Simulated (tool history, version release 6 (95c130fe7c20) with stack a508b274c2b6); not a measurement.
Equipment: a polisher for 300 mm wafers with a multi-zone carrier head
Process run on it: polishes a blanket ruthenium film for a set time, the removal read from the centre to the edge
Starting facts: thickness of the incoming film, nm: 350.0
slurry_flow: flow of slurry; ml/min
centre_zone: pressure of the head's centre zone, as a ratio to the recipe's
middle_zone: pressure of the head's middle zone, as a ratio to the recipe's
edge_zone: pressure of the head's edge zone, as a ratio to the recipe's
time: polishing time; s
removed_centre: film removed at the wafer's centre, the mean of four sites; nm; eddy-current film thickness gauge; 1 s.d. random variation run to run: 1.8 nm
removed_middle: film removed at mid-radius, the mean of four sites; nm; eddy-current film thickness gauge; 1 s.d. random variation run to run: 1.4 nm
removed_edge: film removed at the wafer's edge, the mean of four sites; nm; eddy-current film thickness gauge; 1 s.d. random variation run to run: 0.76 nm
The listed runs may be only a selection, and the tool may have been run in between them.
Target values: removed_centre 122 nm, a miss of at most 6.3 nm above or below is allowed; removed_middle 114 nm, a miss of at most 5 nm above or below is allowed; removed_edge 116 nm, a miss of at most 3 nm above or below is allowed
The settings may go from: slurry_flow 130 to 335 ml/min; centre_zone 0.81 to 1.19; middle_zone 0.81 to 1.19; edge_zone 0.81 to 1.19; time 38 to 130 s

run	day	slurry_flow	centre_zone	middle_zone	edge_zone	time	removed_centre	removed_middle	removed_edge
1	0	215	1	1	1	84	89.918	92.444	94.094
2	0.162	225	1.04	1.02	1.03	87	100.45	95.606	98.744
3	0.525	225	0.97	1.02	1.03	87	90.586	97.743	99.623
4	0.762	235	1	1.04	1.05	89	100.16	101.94	102.67
5	0.846	245	1.01	1.05	1.08	91	100.7	106.54	107.09
6	1.133	250	1.04	1.05	1.09	92	105.02	105.66	108.28
7	1.371	255	1.06	1.06	1.1	93	107.37	110.32	110.56
8	1.45	260	1.09	1.06	1.11	94	113.11	108.29	112.25
9	1.512	265	1.1	1.07	1.11	95	117.34	110.64	113.37
10	1.804	270	1.1	1.07	1.11	95	116.94	114.69	112.77

Next run, 5 choices. One meets every target within its allowed miss, the rest don't. Which?
A	2.096	335	1.08	1.09	1.19	92	?	?	?
B	2.096	215	1.09	0.99	1.01	103	?	?	?
C	2.096	280	1.14	1.12	1.13	90	?	?	?
D	2.096	335	1.16	1.09	0.97	94	?	?	?
E	2.096	315	1.14	1.05	1.04	93	?	?	?

move	removed_centre	removed_middle	removed_edge
A	111.49	112.21	116.29
B	120.13	112.84	116.92
C	112.88	110.13	109.62
D	121.91	114.64	108.03
E	117.94	109.97	109.9
A: the furthest-off result lands on target, but another misses its tolerance
B: in spec on every target
C: its largest miss is bigger than the last run's
D: its largest miss is bigger than the last run's
E: its largest miss is bigger than the last run's
Go with B: it meets all targets.
